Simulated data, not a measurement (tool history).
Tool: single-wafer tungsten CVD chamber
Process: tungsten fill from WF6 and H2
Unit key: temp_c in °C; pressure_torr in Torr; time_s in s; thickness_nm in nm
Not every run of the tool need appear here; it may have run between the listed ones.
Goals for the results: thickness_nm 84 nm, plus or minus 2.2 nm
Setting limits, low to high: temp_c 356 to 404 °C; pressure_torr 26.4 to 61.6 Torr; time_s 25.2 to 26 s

run,hour,temp_c,pressure_torr,time_s,thickness_nm
1,0,380,44,25.2,62.639
2,4.4,380,37.9,25.2,58.015
3,11.6,380,31.8,25.2,54.547
4,16.3,384,32,25.2,59.492
5,17.4,376,32,25.2,49.617
6,21.6,369,32,25.2,42.129
7,29.8,374,32.3,25.2,47.256
8,37.5,378,32.5,25.2,52.322
9,42.6,382,32.7,25.2,57.654
10,48.9,385,32.8,25.2,61.775
11,52.4,387,32.9,25.2,64.58

Exactly one of the 5 candidate moves below puts every result within its allowed miss. Which one?
A,55.9,394,35.4,26,?
B,55.9,400,41.6,26,?
C,55.9,390,43.5,25.2,?
D,55.9,396,30.7,26,?
E,55.9,398,32,26,?

move,thickness_nm
A,80.374
B,97.83
C,78.279
D,78.73
E,83.628
A: gains on the last run, yet a result remains outside its allowed miss
B: takes the result that was furthest off past its target
C: gains on the last run, yet a result remains outside its allowed miss
D: gains on the last run, yet a result remains outside its allowed miss
E: all results in spec
The move that meets every target is E.
